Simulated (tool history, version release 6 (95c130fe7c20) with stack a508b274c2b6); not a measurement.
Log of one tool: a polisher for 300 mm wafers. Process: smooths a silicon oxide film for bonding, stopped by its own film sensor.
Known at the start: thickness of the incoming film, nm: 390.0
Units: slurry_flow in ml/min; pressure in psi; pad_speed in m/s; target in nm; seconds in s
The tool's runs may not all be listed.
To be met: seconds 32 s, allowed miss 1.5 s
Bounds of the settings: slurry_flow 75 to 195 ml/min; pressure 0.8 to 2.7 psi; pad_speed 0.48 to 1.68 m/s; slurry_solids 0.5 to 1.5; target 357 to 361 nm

run 1 day=0 | slurry_flow=125 pressure=1.7 pad_speed=1.08 slurry_solids=1 target=357 | seconds=50.381
run 2 day=0.075 | slurry_flow=130 pressure=1.8 pad_speed=1.08 slurry_solids=1 target=357 | seconds=47.948
run 3 day=0.196 | slurry_flow=130 pressure=1.9 pad_speed=1.08 slurry_solids=1 target=357 | seconds=46.174
run 4 day=0.479 | slurry_flow=145 pressure=1.9 pad_speed=1.08 slurry_solids=1 target=357 | seconds=46.807
run 5 day=0.675 | slurry_flow=145 pressure=2.1 pad_speed=1.1 slurry_solids=1 target=357 | seconds=41.58
run 6 day=0.729 | slurry_flow=145 pressure=2.1 pad_speed=1.1 slurry_solids=1 target=357 | seconds=40.775
run 7 day=0.967 | slurry_flow=145 pressure=2.2 pad_speed=1.1 slurry_solids=1 target=357 | seconds=39.235
run 8 day=1.221 | slurry_flow=145 pressure=2.3 pad_speed=1.1 slurry_solids=1 target=357 | seconds=38.479
run 9 day=1.383 | slurry_flow=145 pressure=2.4 pad_speed=1.12 slurry_solids=1 target=357 | seconds=36.989
run 10 day=1.542 | slurry_flow=145 pressure=2.5 pad_speed=1.12 slurry_solids=1 target=357 | seconds=35.322

4 next moves are on the table. One of them brings every result within its allowed miss. Which?
run A day=1.7 | slurry_flow=125 pressure=2.3 pad_speed=1.18 slurry_solids=0.9 target=359 | seconds=?
run B day=1.7 | slurry_flow=135 pressure=2.5 pad_speed=1 slurry_solids=1 target=357 | seconds=?
run C day=1.7 | slurry_flow=150 pressure=2.5 pad_speed=1.12 slurry_solids=1 target=360 | seconds=?
run D day=1.7 | slurry_flow=160 pressure=2.5 pad_speed=0.96 slurry_solids=1 target=358 | seconds=?

move=A seconds=37.097
move=B seconds=39.467
move=C seconds=32.361
move=D seconds=38.756
A: further off than the last run
B: further off than the last run
C: meets every target
D: further off than the last run
The right move is C.
